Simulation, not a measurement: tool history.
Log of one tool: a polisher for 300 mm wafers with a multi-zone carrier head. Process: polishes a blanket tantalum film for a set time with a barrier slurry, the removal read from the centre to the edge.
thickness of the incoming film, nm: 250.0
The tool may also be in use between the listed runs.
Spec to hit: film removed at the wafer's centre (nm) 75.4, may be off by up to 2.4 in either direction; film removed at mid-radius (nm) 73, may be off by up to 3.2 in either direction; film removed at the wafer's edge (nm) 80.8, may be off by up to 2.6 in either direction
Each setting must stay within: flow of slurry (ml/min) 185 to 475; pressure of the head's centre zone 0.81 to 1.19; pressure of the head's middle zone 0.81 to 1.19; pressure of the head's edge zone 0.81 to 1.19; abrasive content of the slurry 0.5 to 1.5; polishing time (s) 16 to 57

| run | hour | flow of slurry (ml/min) | pressure of the head's centre zone | pressure of the head's middle zone | pressure of the head's edge zone | abrasive content of the slurry | polishing time (s) | film removed at the wafer's centre (nm) | film removed at mid-radius (nm) | film removed at the wafer's edge (nm) |
|---|---|---|---|---|---|---|---|---|---|---|
| 1 | 0 | 305 | 1 | 1 | 1 | 1 | 36 | 64.709 | 62.881 | 63.698 |
| 2 | 8.1 | 305 | 1 | 1 | 1.02 | 1.05 | 36 | 66.107 | 65.354 | 65.82 |
| 3 | 12.4 | 305 | 1 | 0.99 | 1.04 | 1.1 | 36 | 66.795 | 65.827 | 67.655 |
| 4 | 17 | 305 | 1 | 0.99 | 1.05 | 1.1 | 36 | 66.329 | 64.921 | 67.737 |
| 5 | 24.4 | 305 | 1 | 0.99 | 1.05 | 1 | 36 | 64.78 | 62.027 | 64.64 |
| 6 | 29.4 | 305 | 1 | 0.99 | 1.06 | 1.05 | 36 | 66.052 | 63.662 | 67.171 |
| 7 | 31.6 | 305 | 1 | 0.99 | 1.07 | 1.1 | 36 | 66.917 | 64.776 | 69.373 |
| 8 | 38.2 | 310 | 1.01 | 1 | 1.08 | 1.1 | 36 | 66.387 | 65.058 | 68.649 |
| 9 | 44.5 | 310 | 1.01 | 1 | 1.09 | 1.15 | 36 | 68.489 | 66.326 | 69.642 |
| 10 | 47.8 | 310 | 1.01 | 1 | 1.1 | 1.2 | 36 | 69.749 | 68.408 | 71.751 |

Which single option among these 5 for the next run brings every result within its allowed miss of target? Just one does.
| A | 51.1 | 285 | 0.83 | 1.02 | 1.15 | 1.05 | 46 | ? | ? | ? |
| B | 51.1 | 270 | 1 | 0.95 | 1.18 | 1.2 | 40 | ? | ? | ? |
| C | 51.1 | 285 | 0.87 | 0.81 | 1.19 | 1.1 | 40 | ? | ? | ? |
| D | 51.1 | 235 | 1.1 | 1.07 | 1.11 | 0.9 | 40 | ? | ? | ? |
| E | 51.1 | 275 | 1.04 | 0.91 | 1.06 | 1.2 | 42 | ? | ? | ? |

| move | film removed at the wafer's centre (nm) | film removed at mid-radius (nm) | film removed at the wafer's edge (nm) |
|---|---|---|---|
| A | 68.457 | 82.555 | 88.038 |
| B | 74.681 | 71.222 | 80.914 |
| C | 63.412 | 62.974 | 79.432 |
| D | 72.328 | 67.857 | 69.248 |
| E | 81.741 | 72.881 | 80.596 |
A: pushes the last run's worst result past its target
B: each result inside its tolerance
C: corrects the largest miss of the last run, while another result sits out of spec
D: moves away from the targets compared with the last run
E: corrects the largest miss of the last run, while another result sits out of spec
The right move is B.
